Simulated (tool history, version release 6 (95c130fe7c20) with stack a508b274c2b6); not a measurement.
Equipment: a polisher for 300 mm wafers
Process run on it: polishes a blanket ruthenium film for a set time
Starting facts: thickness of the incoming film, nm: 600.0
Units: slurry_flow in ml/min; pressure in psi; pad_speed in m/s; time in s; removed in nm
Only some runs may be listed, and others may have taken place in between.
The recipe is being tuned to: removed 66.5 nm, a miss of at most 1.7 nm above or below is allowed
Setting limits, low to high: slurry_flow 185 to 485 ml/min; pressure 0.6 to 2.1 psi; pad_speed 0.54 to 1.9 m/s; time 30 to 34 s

| run | hour | slurry_flow | pressure | pad_speed | time | removed |
|---|---|---|---|---|---|---|
| 1 | 0 | 310 | 1.3 | 1.22 | 34 | 35.165 |
| 2 | 1.4 | 340 | 1.3 | 1.22 | 34 | 35.773 |
| 3 | 6.8 | 340 | 1.3 | 1.22 | 34 | 35.354 |
| 4 | 15.6 | 340 | 1.4 | 1.22 | 34 | 37.896 |
| 5 | 18.2 | 265 | 1.4 | 1.22 | 34 | 36.061 |
| 6 | 27.2 | 280 | 1.5 | 1.22 | 34 | 38.493 |
| 7 | 31.4 | 295 | 1.6 | 1.24 | 34 | 41.884 |
|  | 34.1 | slurry nozzle cleaned |
| 8 | 34.1 | 310 | 1.7 | 1.26 | 34 | 46.263 |
| 9 | 38.2 | 325 | 1.8 | 1.26 | 34 | 49.203 |
| 10 | 46 | 335 | 1.8 | 1.28 | 34 | 50.288 |
| 11 | 49.2 | 355 | 2.1 | 1.34 | 34 | 59.08 |
| 12 | 56.6 | 355 | 2.1 | 1.36 | 34 | 60.648 |
| 13 | 59.7 | 355 | 2.1 | 1.38 | 34 | 61.155 |
| 14 | 61 | 355 | 2.1 | 1.4 | 34 | 62.165 |
| 15 | 62 | 355 | 2.1 | 1.42 | 34 | 62.921 |
| 16 | 64.6 | 355 | 2.1 | 1.42 | 34 | 63.509 |

Exercise: of the 5 proposed moves below, exactly one satisfies all targets within the stated allowed misses. Which move is it?
| A | 67.2 | 345 | 2.1 | 1.48 | 34 | ? |
| B | 67.2 | 340 | 2.1 | 1.48 | 30 | ? |
| C | 67.2 | 315 | 2 | 1.52 | 32 | ? |
| D | 67.2 | 400 | 1.9 | 1.52 | 33 | ? |
| E | 67.2 | 350 | 2.1 | 1.46 | 32 | ? |

| move | removed |
|---|---|
| A | 65.69 |
| B | 57.892 |
| C | 60.376 |
| D | 60.75 |
| E | 61.083 |
A: meets every target
B: further off than the last run
C: further off than the last run
D: further off than the last run
E: further off than the last run
Move A is the one to make.
